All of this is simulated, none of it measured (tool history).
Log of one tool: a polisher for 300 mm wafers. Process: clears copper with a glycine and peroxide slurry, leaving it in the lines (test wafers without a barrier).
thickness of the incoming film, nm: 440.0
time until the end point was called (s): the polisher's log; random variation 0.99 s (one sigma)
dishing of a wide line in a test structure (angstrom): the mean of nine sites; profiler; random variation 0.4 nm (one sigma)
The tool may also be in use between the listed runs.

| run | hour | flow of slurry (ml/min) | pressure of the wafer on the pad (psi) | speed of the pad under the wafer (cm/s) | overpolish time after the end point (s) | time until the end point was called (s) | dishing of a wide line in a test structure (angstrom) |
|---|---|---|---|---|---|---|---|
| 1 | 0 | 270 | 2.7 | 88 | 28 | 107.84 | 634.05 |
| 2 | 3.2 | 285 | 2.5 | 98 | 24 | 107.91 | 565.55 |
| 3 | 9.8 | 260 | 2.4 | 104 | 21 | 110.01 | 508.2 |
| 4 | 12.8 | 240 | 2.4 | 110 | 18 | 106.49 | 450.13 |
| 5 | 21.1 | 225 | 2.4 | 116 | 16 | 104.16 | 418.31 |
| 6 | 25.7 | 225 | 2 | 116 | 16 | 119.4 | 365.52 |
| 7 | 31.7 | 210 | 2.1 | 120 | 14 | 113.21 | 340.67 |
| 8 | 37.5 | 200 | 2.2 | 124 | 13 | 110.18 | 335.44 |
| 9 | 44 | 190 | 2.3 | 126 | 12 | 105.57 | 327.63 |
| 10 | 50.1 | 185 | 2.4 | 128 | 11 | 100.14 | 299.24 |
| 11 | 55.7 | 185 | 2.4 | 128 | 11 | 101.45 | 311.76 |
| 12 | 59.8 | 185 | 2.5 | 130 | 10 | 94.68 | 291.66 |
| 13 | 63.1 | 195 | 2.5 | 130 | 10 | 96.257 | 302.9 |
| 14 | 69.6 | 160 | 2.9 | 134 | 8 | 84.48 | 268.54 |
| 15 | 74.2 | 170 | 2.9 | 134 | 8 | 85.005 | 271.33 |
| 16 | 78.8 | 170 | 3 | 134 | 13 | 82.61 | 424.98 |
| 17 | 87.6 | 190 | 3 | 132 | 12 | 81.346 | 394.81 |
| 18 | 91.8 | 190 | 3 | 130 | 11 | 82.468 | 385.12 |
| 19 | 99.7 | 185 | 3 | 130 | 10 | 82.47 | 341.7 |

The next listed run, before its measurement:
| 20 | 102.7 | 180 | 3 | 130 | 10 | ? | ? |

Run 20 gave time until the end point was called (s) 83.844, dishing of a wide line in a test structure (angstrom) 340.32.
